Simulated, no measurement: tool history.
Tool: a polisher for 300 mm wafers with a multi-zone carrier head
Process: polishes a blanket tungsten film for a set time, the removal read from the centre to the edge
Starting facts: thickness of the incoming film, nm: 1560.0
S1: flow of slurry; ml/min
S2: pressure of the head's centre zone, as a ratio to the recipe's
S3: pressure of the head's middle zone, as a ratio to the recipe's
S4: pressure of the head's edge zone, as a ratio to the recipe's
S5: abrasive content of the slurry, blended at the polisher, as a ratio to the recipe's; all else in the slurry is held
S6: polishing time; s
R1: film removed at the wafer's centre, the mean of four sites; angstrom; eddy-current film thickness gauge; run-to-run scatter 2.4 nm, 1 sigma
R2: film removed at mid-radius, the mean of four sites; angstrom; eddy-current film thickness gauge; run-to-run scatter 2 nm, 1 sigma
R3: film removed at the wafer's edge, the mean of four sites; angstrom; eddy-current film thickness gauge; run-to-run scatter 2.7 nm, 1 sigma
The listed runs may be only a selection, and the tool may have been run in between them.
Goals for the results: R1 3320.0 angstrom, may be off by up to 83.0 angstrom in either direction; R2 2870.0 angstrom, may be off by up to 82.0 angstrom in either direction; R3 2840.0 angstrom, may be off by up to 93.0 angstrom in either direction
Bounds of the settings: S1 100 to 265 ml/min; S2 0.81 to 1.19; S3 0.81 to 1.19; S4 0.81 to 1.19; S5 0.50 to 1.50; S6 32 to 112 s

| run | hour | S1 | S2 | S3 | S4 | S5 | S6 | R1 | R2 | R3 |
|---|---|---|---|---|---|---|---|---|---|---|
| 1 | 0.0 | 170 | 1.00 | 1.00 | 1.00 | 1.00 | 72 | 2472.7 | 2403.7 | 2430.3 |
| 2 | 3.7 | 170 | 0.96 | 1.00 | 1.00 | 1.00 | 72 | 2377.7 | 2380.3 | 2456.1 |
| 3 | 12.1 | 185 | 1.01 | 1.01 | 1.03 | 1.05 | 72 | 2563.2 | 2452.9 | 2491.4 |
| 4 | 17.1 | 185 | 1.01 | 1.01 | 1.03 | 1.05 | 90 | 3212.9 | 3055.6 | 3132.1 |
| 5 | 21.9 | 185 | 1.01 | 1.01 | 1.06 | 1.05 | 90 | 3172.7 | 3082.3 | 3205.0 |
| 6 | 23.5 | 185 | 1.01 | 1.01 | 1.06 | 1.05 | 104 | 3684.0 | 3543.1 | 3682.6 |
| 7 | 30.2 | 185 | 1.01 | 1.01 | 1.06 | 1.05 | 104 | 3654.7 | 3518.0 | 3681.5 |
| 8 | 33.0 | 175 | 1.02 | 1.00 | 1.00 | 0.95 | 104 | 3574.3 | 3408.9 | 3479.8 |
| 9 | 40.6 | 165 | 1.04 | 0.98 | 0.96 | 0.90 | 104 | 3552.9 | 3318.5 | 3304.8 |
| 10 | 43.8 | 155 | 1.05 | 0.96 | 0.93 | 0.85 | 104 | 3470.8 | 3143.7 | 3227.9 |
| 11 | 46.6 | 150 | 1.06 | 0.96 | 0.90 | 0.80 | 104 | 3400.3 | 3084.6 | 3109.1 |
| 12 | 52.8 | 145 | 1.07 | 0.95 | 0.88 | 0.80 | 104 | 3465.3 | 3014.7 | 3093.3 |
| 13 | 55.0 | 140 | 1.08 | 0.95 | 0.86 | 0.75 | 104 | 3395.1 | 3020.6 | 2979.8 |
| 14 | 61.6 | 115 | 1.10 | 0.90 | 0.82 | 0.70 | 104 | 3231.4 | 2718.5 | 2769.6 |
| 15 | 67.8 | 120 | 1.10 | 0.91 | 0.82 | 0.70 | 104 | 3280.6 | 2762.1 | 2782.4 |

Exactly one of the 5 candidate moves below puts every result within its allowed miss. Which one?
| A | 74.0 | 110 | 1.19 | 1.03 | 0.81 | 0.60 | 105 | ? | ? | ? |
| B | 74.0 | 105 | 1.06 | 1.03 | 0.81 | 0.60 | 110 | ? | ? | ? |
| C | 74.0 | 130 | 1.06 | 0.89 | 0.86 | 0.60 | 107 | ? | ? | ? |
| D | 74.0 | 135 | 1.10 | 0.94 | 0.82 | 0.70 | 104 | ? | ? | ? |
| E | 74.0 | 100 | 1.08 | 0.94 | 0.93 | 0.80 | 105 | ? | ? | ? |

| move | R1 | R2 | R3 |
|---|---|---|---|
| A | 3307.3 | 2927.8 | 2678.3 |
| B | 3156.0 | 3039.7 | 2787.4 |
| C | 3214.7 | 2726.3 | 2871.5 |
| D | 3354.8 | 2897.0 | 2847.5 |
| E | 3231.5 | 2849.4 | 3017.3 |
A: brings the last run's worst result on target, with another outside its allowed miss
B: pushes the last run's worst result past its target
C: its largest miss is bigger than the last run's
D: all results land within tolerance of their targets
E: brings the last run's worst result on target, with another outside its allowed miss
The move that meets every target is D.
